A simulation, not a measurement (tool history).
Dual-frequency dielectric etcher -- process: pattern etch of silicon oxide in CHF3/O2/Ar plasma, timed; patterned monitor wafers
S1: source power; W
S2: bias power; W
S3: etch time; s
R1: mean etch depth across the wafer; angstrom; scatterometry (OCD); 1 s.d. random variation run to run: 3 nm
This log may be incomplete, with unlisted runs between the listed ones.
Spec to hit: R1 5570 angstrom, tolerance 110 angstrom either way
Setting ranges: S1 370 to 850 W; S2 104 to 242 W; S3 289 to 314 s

run 1 hour=0 | S1=610 S2=173 S3=314 | R1=6567
run 2 hour=3.8 | S1=580 S2=171 S3=313.5 | R1=6444.6
run 3 hour=12.7 | S1=580 S2=171 S3=314 | R1=6402.8
run 4 hour=13.4 | S1=580 S2=156 S3=314 | R1=6254.3
run 5 hour=14.8 | S1=560 S2=155 S3=314 | R1=6196.4
run 6 hour=17.6 | S1=540 S2=153 S3=313.5 | R1=6050.4
run 7 hour=25.1 | S1=530 S2=152 S3=313.5 | R1=6017.7
run 8 hour=30.9 | S1=530 S2=152 S3=313.5 | R1=6026.5
run 9 hour=36.1 | S1=520 S2=151 S3=313.5 | R1=5951.7
run 10 hour=39.3 | S1=510 S2=150 S3=313.5 | R1=5924.5
run 11 hour=45.6 | S1=410 S2=143 S3=312.5 | R1=5456.2

Of the 5 settings listed for the next run, only one would bring every result within its allowed miss of target. Which one?
run A hour=51.9 | S1=430 S2=157 S3=290.5 | R1=?
run B hour=51.9 | S1=460 S2=166 S3=297 | R1=?
run C hour=51.9 | S1=430 S2=135 S3=307.5 | R1=?
run D hour=51.9 | S1=380 S2=143 S3=310 | R1=?
run E hour=51.9 | S1=390 S2=163 S3=297.5 | R1=?

move=A R1=5207.4
move=B R1=5536.2
move=C R1=5268.9
move=D R1=5191.3
move=E R1=5228
A: its largest miss is bigger than the last run's
B: all results land within tolerance of their targets
C: its largest miss is bigger than the last run's
D: its largest miss is bigger than the last run's
E: its largest miss is bigger than the last run's
Go with B: it meets all targets.
